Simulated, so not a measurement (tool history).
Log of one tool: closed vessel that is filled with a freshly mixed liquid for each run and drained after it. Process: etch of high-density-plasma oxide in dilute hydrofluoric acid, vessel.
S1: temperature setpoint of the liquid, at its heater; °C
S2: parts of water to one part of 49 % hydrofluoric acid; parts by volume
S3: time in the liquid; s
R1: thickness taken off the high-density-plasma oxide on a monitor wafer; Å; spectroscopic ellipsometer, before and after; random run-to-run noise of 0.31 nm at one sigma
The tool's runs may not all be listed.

{"run": 1, "hour": 0.0, "S1": 23, "S2": 90, "S3": 1110, "R1": 681.61}
{"run": 2, "hour": 4.2, "S1": 21, "S2": 90, "S3": 1110, "R1": 630.52}
{"run": 3, "hour": 7.4, "S1": 20, "S2": 95, "S3": 1110, "R1": 574.97}
{"run": 4, "hour": 14.0, "S1": 20, "S2": 75, "S3": 1110, "R1": 743.66}
{"run": 5, "hour": 16.4, "S1": 17, "S2": 75, "S3": 1110, "R1": 653.21}
{"run": 6, "hour": 23.1, "S1": 17, "S2": 80, "S3": 1110, "R1": 602.83}
{"run": 7, "hour": 30.3, "S1": 17, "S2": 80, "S3": 1110, "R1": 607.61}
{"run": 8, "hour": 36.1, "S1": 17, "S2": 85, "S3": 1110, "R1": 577.99}
{"run": 9, "hour": 38.9, "S1": 17, "S2": 90, "S3": 1110, "R1": 538.23}

Estimate the outcome of run 10 from the log above:
{"run": 10, "hour": 41.6, "S1": 17, "S2": 95, "S3": 1110, "R1": "?"}

Run 10 gave R1 498.28 Å.
